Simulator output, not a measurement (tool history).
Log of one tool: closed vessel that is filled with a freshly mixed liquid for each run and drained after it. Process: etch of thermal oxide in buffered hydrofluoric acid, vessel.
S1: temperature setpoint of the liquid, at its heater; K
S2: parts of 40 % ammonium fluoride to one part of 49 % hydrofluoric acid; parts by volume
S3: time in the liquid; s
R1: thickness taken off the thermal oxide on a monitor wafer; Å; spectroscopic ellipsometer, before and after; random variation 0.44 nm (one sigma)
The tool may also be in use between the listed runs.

{"run": 1, "hour": 0.0, "S1": 293.15, "S2": 9.5, "S3": 105, "R1": 944.07}
{"run": 2, "hour": 6.9, "S1": 292.65, "S2": 9.5, "S3": 105, "R1": 923.12}
{"run": 3, "hour": 12.8, "S1": 292.15, "S2": 9.5, "S3": 105, "R1": 902.3}
{"run": 4, "hour": 18.8, "S1": 293.15, "S2": 9.5, "S3": 105, "R1": 951.02}
{"run": 5, "hour": 22.1, "S1": 293.15, "S2": 9.5, "S3": 105, "R1": 950}
{"run": 6, "hour": 27.1, "S1": 292.65, "S2": 9.5, "S3": 105, "R1": 907.01}
{"run": 7, "hour": 33.6, "S1": 292.15, "S2": 9.5, "S3": 105, "R1": 892.01}
{"run": 8, "hour": 39.6, "S1": 291.15, "S2": 10.5, "S3": 105, "R1": 784.28}

The next listed run, before its measurement:
{"run": 9, "hour": 47.6, "S1": 290.15, "S2": 12, "S3": 105, "R1": "?"}

{"run 9": {"R1": 648.39}}
